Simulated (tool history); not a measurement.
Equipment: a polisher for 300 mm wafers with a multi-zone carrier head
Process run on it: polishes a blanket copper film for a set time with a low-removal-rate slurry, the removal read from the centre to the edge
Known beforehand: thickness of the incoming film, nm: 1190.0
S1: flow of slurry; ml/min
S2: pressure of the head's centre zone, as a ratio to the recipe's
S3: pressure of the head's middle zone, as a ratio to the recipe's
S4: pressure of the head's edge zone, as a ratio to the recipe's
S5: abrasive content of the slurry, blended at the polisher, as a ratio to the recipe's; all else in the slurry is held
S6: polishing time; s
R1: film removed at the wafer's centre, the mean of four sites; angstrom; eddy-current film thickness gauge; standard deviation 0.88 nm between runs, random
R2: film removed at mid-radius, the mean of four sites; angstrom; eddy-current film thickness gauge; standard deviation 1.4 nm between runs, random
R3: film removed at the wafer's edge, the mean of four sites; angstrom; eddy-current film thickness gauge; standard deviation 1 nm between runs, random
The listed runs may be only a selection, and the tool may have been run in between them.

| run | day | S1 | S2 | S3 | S4 | S5 | S6 | R1 | R2 | R3 |
|---|---|---|---|---|---|---|---|---|---|---|
| 1 | 0 | 165 | 1 | 1 | 1 | 1 | 50 | 1353.8 | 1403.8 | 1345 |
| 2 | 0.296 | 165 | 1 | 0.96 | 1 | 1 | 50 | 1376.9 | 1375.7 | 1345.1 |
| 3 | 0.442 | 165 | 0.94 | 0.96 | 1 | 1 | 50 | 1271.5 | 1344.3 | 1340.7 |
| 4 | 0.521 | 160 | 0.92 | 0.97 | 0.98 | 0.95 | 50 | 1209 | 1378.7 | 1324.8 |
| 5 | 0.567 | 160 | 0.92 | 0.97 | 0.98 | 1.15 | 50 | 1291.6 | 1426.8 | 1397.4 |
| 6 | 0.842 | 160 | 0.91 | 0.97 | 0.97 | 1.05 | 50 | 1244.5 | 1351.7 | 1357.9 |
| 7 | 0.95 | 160 | 0.91 | 0.98 | 0.96 | 1 | 49 | 1200.2 | 1331.8 | 1300.2 |
| 8 | 1.304 | 155 | 0.9 | 0.99 | 0.95 | 0.95 | 49 | 1174.5 | 1306.7 | 1261.2 |

Forecast run 9:
| 9 | 1.567 | 150 | 0.89 | 1 | 0.95 | 0.9 | 49 | ? | ? | ? |

Run 9 came out at R1 1147.2 angstrom, R2 1288 angstrom, R3 1227.5 angstrom.
